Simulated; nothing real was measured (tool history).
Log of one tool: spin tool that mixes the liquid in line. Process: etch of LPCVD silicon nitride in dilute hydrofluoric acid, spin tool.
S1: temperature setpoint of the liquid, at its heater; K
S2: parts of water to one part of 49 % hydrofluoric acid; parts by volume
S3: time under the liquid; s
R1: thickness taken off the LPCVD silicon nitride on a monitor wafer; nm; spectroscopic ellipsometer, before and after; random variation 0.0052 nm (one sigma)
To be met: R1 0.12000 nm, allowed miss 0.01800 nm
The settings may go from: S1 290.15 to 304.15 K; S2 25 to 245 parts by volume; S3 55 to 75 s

run	day	S1	S2	S3	R1
1	0.000	296.15	135	75	0.25981
2	0.029	296.15	175	75	0.20807
3	0.262	296.15	125	75	0.28152
4	0.479	297.65	125	75	0.31129
5	0.533	301.15	125	75	0.36674
# day 0.704: thermometer replaced
6	0.704	303.65	125	75	0.37071
7	1.062	302.65	155	70	0.29137
8	1.125	301.65	180	65	0.20592

Which of these 4 next moves meets every target?
A	1.188	304.15	105	75	?
B	1.188	297.15	90	75	?
C	1.188	304.15	205	75	?
D	1.188	295.15	175	55	?

move	R1
A	0.51622
B	0.38428
C	0.26118
D	0.12839
A: further off than the last run
B: further off than the last run
C: further off than the last run
D: meets every target
The right move is D.
